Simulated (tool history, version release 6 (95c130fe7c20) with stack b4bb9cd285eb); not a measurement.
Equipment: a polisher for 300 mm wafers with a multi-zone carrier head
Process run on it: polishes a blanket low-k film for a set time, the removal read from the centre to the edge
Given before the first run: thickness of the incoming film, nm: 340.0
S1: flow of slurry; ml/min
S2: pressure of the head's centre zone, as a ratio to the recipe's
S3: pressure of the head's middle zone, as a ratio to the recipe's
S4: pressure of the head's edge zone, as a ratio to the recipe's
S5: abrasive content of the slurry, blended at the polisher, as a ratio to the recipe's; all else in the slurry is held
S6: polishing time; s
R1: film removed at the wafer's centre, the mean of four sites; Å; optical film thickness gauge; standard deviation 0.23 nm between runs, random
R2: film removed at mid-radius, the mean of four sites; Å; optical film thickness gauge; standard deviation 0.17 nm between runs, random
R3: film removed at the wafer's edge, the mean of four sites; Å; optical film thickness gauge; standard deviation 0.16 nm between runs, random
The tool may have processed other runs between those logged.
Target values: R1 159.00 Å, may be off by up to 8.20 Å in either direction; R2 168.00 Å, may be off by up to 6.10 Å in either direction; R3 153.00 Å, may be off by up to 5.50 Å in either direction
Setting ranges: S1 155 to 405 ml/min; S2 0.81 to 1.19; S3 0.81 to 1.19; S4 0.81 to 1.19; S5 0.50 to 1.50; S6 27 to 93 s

Run 1, day 0.000: S1 260 ml/min, S2 1.00, S3 1.00, S4 1.00, S5 1.00, S6 59 s. Result: R1 242.25 Å, R2 243.24 Å, R3 241.75 Å.
Run 2, day 0.296: S1 260 ml/min, S2 0.99, S3 1.01, S4 0.97, S5 0.85, S6 57 s. Result: R1 220.27 Å, R2 220.23 Å, R3 217.74 Å.
Run 3, day 0.650: S1 260 ml/min, S2 0.98, S3 1.03, S4 0.95, S5 0.75, S6 54 s. Result: R1 191.60 Å, R2 200.02 Å, R3 188.83 Å.
Run 4, day 0.675: S1 260 ml/min, S2 0.97, S3 1.03, S4 0.93, S5 0.70, S6 54 s. Result: R1 190.36 Å, R2 192.14 Å, R3 186.86 Å.
Run 5, day 0.717: S1 260 ml/min, S2 0.97, S3 1.05, S4 0.92, S5 0.65, S6 53 s. Result: R1 184.27 Å, R2 193.42 Å, R3 179.81 Å.
Run 6, day 0.979: S1 260 ml/min, S2 0.96, S3 1.05, S4 0.91, S5 0.60, S6 52 s. Result: R1 169.00 Å, R2 183.84 Å, R3 166.34 Å.
Run 7, day 1.100: S1 255 ml/min, S2 0.96, S3 1.04, S4 0.89, S5 0.60, S6 52 s. Result: R1 173.15 Å, R2 178.98 Å, R3 165.46 Å.
Run 8, day 1.433: S1 250 ml/min, S2 0.95, S3 1.04, S4 0.87, S5 0.60, S6 52 s. Result: R1 168.67 Å, R2 180.42 Å, R3 166.57 Å.
Run 9, day 1.588: S1 250 ml/min, S2 0.95, S3 1.04, S4 0.87, S5 0.55, S6 52 s. Result: R1 160.59 Å, R2 173.47 Å, R3 161.43 Å.
Run 10, day 1.650: S1 250 ml/min, S2 0.96, S3 1.04, S4 0.86, S5 0.55, S6 52 s. Result: R1 165.64 Å, R2 175.77 Å, R3 161.26 Å.

Which one of the following 5 next-run settings gets every result inside its allowed miss? There is exactly one.
Run A, day 1.712: S1 215 ml/min, S2 0.88, S3 0.87, S4 0.92, S5 0.65, S6 52 s. Result: R1 ?, R2 ?, R3 ?.
Run B, day 1.712: S1 240 ml/min, S2 0.84, S3 1.03, S4 0.87, S5 0.55, S6 56 s. Result: R1 ?, R2 ?, R3 ?.
Run C, day 1.712: S1 265 ml/min, S2 0.87, S3 1.14, S4 0.86, S5 0.55, S6 46 s. Result: R1 ?, R2 ?, R3 ?.
Run D, day 1.712: S1 285 ml/min, S2 0.99, S3 1.07, S4 0.94, S5 0.55, S6 48 s. Result: R1 ?, R2 ?, R3 ?.
Run E, day 1.712: S1 250 ml/min, S2 0.99, S3 1.00, S4 0.84, S5 0.60, S6 54 s. Result: R1 ?, R2 ?, R3 ?.

move      R1      R2      R3
   A  163.97  155.83  171.38
   B  163.05  183.44  170.24
   C  138.56  165.91  139.99
   D  158.48  164.99  152.52
   E  181.74  179.01  167.90
A: lands further from the targets than the last run did
B: lands further from the targets than the last run did
C: the result that was furthest off in the last run now lies on the other side of its target
D: every result within its allowed miss
E: lands further from the targets than the last run did
D is the move that brings every result within its allowed miss.
